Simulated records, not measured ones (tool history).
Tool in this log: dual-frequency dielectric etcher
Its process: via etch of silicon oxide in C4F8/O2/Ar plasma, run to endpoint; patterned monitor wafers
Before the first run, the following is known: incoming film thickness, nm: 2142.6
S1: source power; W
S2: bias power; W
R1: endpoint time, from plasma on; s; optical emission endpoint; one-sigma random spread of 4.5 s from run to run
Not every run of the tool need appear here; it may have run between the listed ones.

run,hour,S1,S2,R1
1,0,1740,1497,482.14
2,5.8,1670,1461,495.2
3,9.7,1610,1435,503.88
4,10.3,1550,1408,517.37
5,17.1,1500,1394,523.22
6,21.4,1460,1376,524.53
7,26.3,1420,1347,539.71
8,27.3,1390,1335,536

Expected results for the next run?
9,30.7,1350,1308,?

Run 9 measured R1 561.75 s.
